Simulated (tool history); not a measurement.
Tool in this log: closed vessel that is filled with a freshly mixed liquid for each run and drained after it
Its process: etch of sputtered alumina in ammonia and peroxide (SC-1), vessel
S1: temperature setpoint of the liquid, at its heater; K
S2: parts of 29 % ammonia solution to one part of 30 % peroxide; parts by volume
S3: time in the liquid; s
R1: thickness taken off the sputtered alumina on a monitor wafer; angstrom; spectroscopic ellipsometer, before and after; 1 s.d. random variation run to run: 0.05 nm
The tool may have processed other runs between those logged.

| run | hour | S1 | S2 | S3 | R1 |
|---|---|---|---|---|---|
| 1 | 0 | 325.15 | 0.65 | 225 | 148.98 |
| 2 | 6.9 | 325.15 | 0.55 | 225 | 147.9 |
| 3 | 14.5 | 325.15 | 0.75 | 225 | 152.41 |
| 4 | 17.5 | 325.15 | 0.75 | 165 | 111.16 |
| 5 | 24.9 | 325.15 | 0.75 | 225 | 152.18 |
| 6 | 27.7 | 325.15 | 0.65 | 225 | 150.86 |
| 7 | 35.5 | 324.65 | 0.65 | 225 | 144.96 |
| 8 | 43.3 | 324.65 | 0.65 | 225 | 146.38 |

What does the tool deliver on the next run?
| 9 | 46.3 | 324.65 | 0.65 | 225 | ? |

{"run 9": {"R1": 146.13}}
